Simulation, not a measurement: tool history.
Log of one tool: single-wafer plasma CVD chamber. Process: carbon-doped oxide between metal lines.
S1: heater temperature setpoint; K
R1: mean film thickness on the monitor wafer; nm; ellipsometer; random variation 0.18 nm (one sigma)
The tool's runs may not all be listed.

run 1 day=0 | S1=628.15 chamber_pressure_(Pa)=724 RF_power_(W)=480 deposition_time_(s)=8.1 | R1=41.145
run 2 day=0.175 | S1=628.15 chamber_pressure_(Pa)=724 RF_power_(W)=520 deposition_time_(s)=8.1 | R1=43.631
run 3 day=0.367 | S1=628.15 chamber_pressure_(Pa)=724 RF_power_(W)=450 deposition_time_(s)=8.1 | R1=38.789
run 4 day=0.696 | S1=628.15 chamber_pressure_(Pa)=608 RF_power_(W)=450 deposition_time_(s)=8.1 | R1=37.679
run 5 day=0.804 | S1=635.15 chamber_pressure_(Pa)=608 RF_power_(W)=450 deposition_time_(s)=8.1 | R1=37.379
run 6 day=1.075 | S1=644.15 chamber_pressure_(Pa)=608 RF_power_(W)=450 deposition_time_(s)=8.1 | R1=36.428
run 7 day=1.15 | S1=632.15 chamber_pressure_(Pa)=753 RF_power_(W)=525 deposition_time_(s)=8.1 | R1=43.643
run 8 day=1.242 | S1=632.15 chamber_pressure_(Pa)=763 RF_power_(W)=530 deposition_time_(s)=8.1 | R1=44.369
run 9 day=1.571 | S1=632.15 chamber_pressure_(Pa)=772 RF_power_(W)=535 deposition_time_(s)=8.1 | R1=44.342
run 10 day=1.917 | S1=631.15 chamber_pressure_(Pa)=779 RF_power_(W)=540 deposition_time_(s)=8.1 | R1=44.884

The next listed run, before its measurement:
run 11 day=2.033 | S1=631.15 chamber_pressure_(Pa)=785 RF_power_(W)=545 deposition_time_(s)=8.1 | R1=?

{"run 11": {"R1": 45.13}}
